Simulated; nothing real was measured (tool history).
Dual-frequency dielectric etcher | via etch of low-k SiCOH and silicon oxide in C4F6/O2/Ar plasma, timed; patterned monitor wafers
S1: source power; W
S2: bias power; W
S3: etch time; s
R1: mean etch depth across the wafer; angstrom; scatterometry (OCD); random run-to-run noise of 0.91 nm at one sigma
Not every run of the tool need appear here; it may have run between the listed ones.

| run | hour | S1 | S2 | S3 | R1 |
|---|---|---|---|---|---|
| 1 | 0.0 | 310 | 139 | 103.0 | 2055.6 |
| 2 | 6.5 | 340 | 140 | 103.0 | 2162.5 |
| 3 | 12.1 | 290 | 140 | 103.0 | 1992.5 |
| 4 | 17.1 | 260 | 140 | 103.0 | 1905.9 |
| 5 | 23.4 | 300 | 142 | 103.0 | 2032.2 |
| 6 | 27.5 | 300 | 125 | 103.0 | 1941.3 |
| 7 | 36.3 | 360 | 131 | 103.0 | 2163.6 |
|  | 38.0 | source power generator calibrated |
| 8 | 38.0 | 370 | 131 | 103.0 | 2220.4 |
| 9 | 43.7 | 380 | 131 | 103.0 | 2232.9 |

The next listed run, before its measurement:
| 10 | 52.6 | 390 | 131 | 103.0 | ? |

{"run 10": {"R1": 2261.4}}
